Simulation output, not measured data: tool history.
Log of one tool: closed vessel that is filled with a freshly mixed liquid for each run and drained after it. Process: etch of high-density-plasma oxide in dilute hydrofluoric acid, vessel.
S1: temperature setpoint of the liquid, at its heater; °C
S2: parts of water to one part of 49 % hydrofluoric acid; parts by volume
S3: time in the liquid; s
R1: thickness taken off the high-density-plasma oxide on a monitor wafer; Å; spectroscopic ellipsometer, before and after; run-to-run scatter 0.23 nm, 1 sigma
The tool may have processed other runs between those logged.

| run | hour | S1 | S2 | S3 | R1 |
|---|---|---|---|---|---|
| 1 | 0 | 25 | 135 | 1395 | 743.76 |
| 2 | 1.3 | 25 | 160 | 1395 | 612.92 |
| 3 | 3.4 | 25 | 160 | 1500 | 666.8 |
| 4 | 8.1 | 23 | 170 | 1500 | 570.92 |
| 5 | 16.7 | 21.5 | 175 | 1500 | 514.6 |
| 6 | 25 | 20.5 | 180 | 1500 | 478.01 |

Run 7 has not been measured yet. What should we expect?
| 7 | 33.1 | 19.5 | 185 | 1500 | ? |

R1: 450.23 Å
